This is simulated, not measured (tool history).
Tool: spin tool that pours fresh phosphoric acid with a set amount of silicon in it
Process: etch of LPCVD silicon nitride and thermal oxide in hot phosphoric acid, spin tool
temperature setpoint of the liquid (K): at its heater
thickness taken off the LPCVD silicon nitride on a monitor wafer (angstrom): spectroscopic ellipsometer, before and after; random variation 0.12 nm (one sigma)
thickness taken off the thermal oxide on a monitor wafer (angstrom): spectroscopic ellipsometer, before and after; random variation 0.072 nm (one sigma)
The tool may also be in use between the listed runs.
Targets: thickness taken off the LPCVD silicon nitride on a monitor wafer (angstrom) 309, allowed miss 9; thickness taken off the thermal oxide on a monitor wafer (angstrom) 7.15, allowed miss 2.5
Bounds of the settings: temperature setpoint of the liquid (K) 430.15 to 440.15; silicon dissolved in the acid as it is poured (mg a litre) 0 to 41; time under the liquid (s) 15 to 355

| run | hour | temperature setpoint of the liquid (K) | silicon dissolved in the acid as it is poured (mg a litre) | time under the liquid (s) | thickness taken off the LPCVD silicon nitride on a monitor wafer (angstrom) | thickness taken off the thermal oxide on a monitor wafer (angstrom) |
|---|---|---|---|---|---|---|
| 1 | 0 | 435.15 | 18 | 180 | 166.78 | 3.4663 |
| 2 | 7.3 | 435.15 | 18 | 140 | 130.3 | 2.6359 |
| 3 | 7.9 | 436.15 | 18.5 | 170 | 164.47 | 3.3829 |
| 4 | 12.5 | 436.15 | 23 | 170 | 164.33 | 2.9115 |
| 5 | 17.9 | 437.15 | 21.5 | 190 | 188.34 | 3.588 |
| 6 | 23.2 | 437.15 | 27.5 | 190 | 189.32 | 3.3311 |
| 7 | 24.2 | 437.65 | 25 | 210 | 212.9 | 3.5586 |
| 8 | 25 | 438.15 | 20.5 | 225 | 230.16 | 5.1225 |
| 9 | 32.5 | 438.65 | 21 | 235 | 244.44 | 6.0774 |
| 10 | 40.5 | 438.65 | 22 | 245 | 257.43 | 6.5593 |

Which of these 5 next moves meets every target?
| A | 48.5 | 437.65 | 29.5 | 325 | ? | ? |
| B | 48.5 | 436.15 | 18 | 320 | ? | ? |
| C | 48.5 | 440.15 | 23 | 200 | ? | ? |
| D | 48.5 | 440.15 | 0 | 210 | ? | ? |
| E | 48.5 | 439.15 | 16 | 190 | ? | ? |

| move | thickness taken off the LPCVD silicon nitride on a monitor wafer (angstrom) | thickness taken off the thermal oxide on a monitor wafer (angstrom) |
|---|---|---|
| A | 329.95 | 5.3474 |
| B | 309.18 | 6.8489 |
| C | 220.35 | 4.946 |
| D | 231.37 | 8.926 |
| E | 202.62 | 5.3291 |
A: takes the result that was furthest off past its target
B: meets every target
C: further off than the last run
D: further off than the last run
E: further off than the last run
The right move is B.

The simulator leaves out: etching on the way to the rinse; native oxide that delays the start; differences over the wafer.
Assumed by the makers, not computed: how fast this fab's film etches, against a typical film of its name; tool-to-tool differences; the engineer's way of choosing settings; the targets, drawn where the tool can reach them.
